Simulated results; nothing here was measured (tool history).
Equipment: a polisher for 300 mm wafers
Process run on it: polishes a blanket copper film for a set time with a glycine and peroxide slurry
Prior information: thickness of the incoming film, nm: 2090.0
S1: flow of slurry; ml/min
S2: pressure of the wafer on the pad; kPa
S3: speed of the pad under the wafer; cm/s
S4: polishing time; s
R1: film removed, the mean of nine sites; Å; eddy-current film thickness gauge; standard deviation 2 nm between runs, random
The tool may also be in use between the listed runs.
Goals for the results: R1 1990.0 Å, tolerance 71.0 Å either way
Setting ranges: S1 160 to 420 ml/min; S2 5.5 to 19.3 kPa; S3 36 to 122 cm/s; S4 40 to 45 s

run	hour	S1	S2	S3	S4	R1
1	0.0	270	12.4	78	45	1506.1
2	3.4	270	13.1	78	45	1550.2
3	4.3	270	13.1	78	45	1551.2
4	9.5	270	13.1	78	40	1377.1
5	13.7	270	14.5	80	40	1461.7
6	18.7	270	14.5	80	40	1511.4
7	20.6	270	15.2	82	40	1539.9
# hour 22.8: slurry nozzle cleaned
8	22.8	275	18.6	96	41	2145.4
9	27.1	275	17.9	96	41	2077.3

4 next moves are on the table. One of them brings every result within its allowed miss. Which?
A	31.4	310	19.3	86	45	?
B	31.4	250	18.6	80	40	?
C	31.4	235	17.2	96	40	?
D	31.4	400	15.2	116	40	?

move	R1
A	2235.8
B	1802.4
C	1964.9
D	2182.9
A: its largest miss is bigger than the last run's
B: takes the biggest miss from the last run beyond its target
C: every result lands within tolerance
D: its largest miss is bigger than the last run's
Correct choice: C, which meets every target

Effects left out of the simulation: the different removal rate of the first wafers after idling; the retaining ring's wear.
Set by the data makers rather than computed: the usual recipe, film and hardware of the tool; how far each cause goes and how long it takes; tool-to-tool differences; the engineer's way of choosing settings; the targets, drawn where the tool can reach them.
